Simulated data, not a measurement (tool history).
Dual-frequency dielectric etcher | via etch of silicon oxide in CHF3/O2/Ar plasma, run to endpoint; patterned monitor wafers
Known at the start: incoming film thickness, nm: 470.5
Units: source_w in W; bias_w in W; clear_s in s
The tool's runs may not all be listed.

Run 1, hour 0.0: source_w 750 W, bias_w 127 W. Result: clear_s 244.11 s.
Run 2, hour 9.1: source_w 750 W, bias_w 115 W. Result: clear_s 252.91 s.
Run 3, hour 15.1: source_w 730 W, bias_w 114 W. Result: clear_s 252.14 s.
Run 4, hour 19.9: source_w 710 W, bias_w 112 W. Result: clear_s 259.50 s.
Run 5, hour 28.7: source_w 850 W, bias_w 112 W. Result: clear_s 238.35 s.
Run 6, hour 33.1: source_w 820 W, bias_w 111 W. Result: clear_s 245.24 s.
Run 7, hour 40.2: source_w 800 W, bias_w 110 W. Result: clear_s 244.29 s.

Run 8 comes next. What will it give?
Run 8, hour 45.6: source_w 780 W, bias_w 109 W. Result: clear_s ?.

Run 8 gave clear_s 247.93 s.
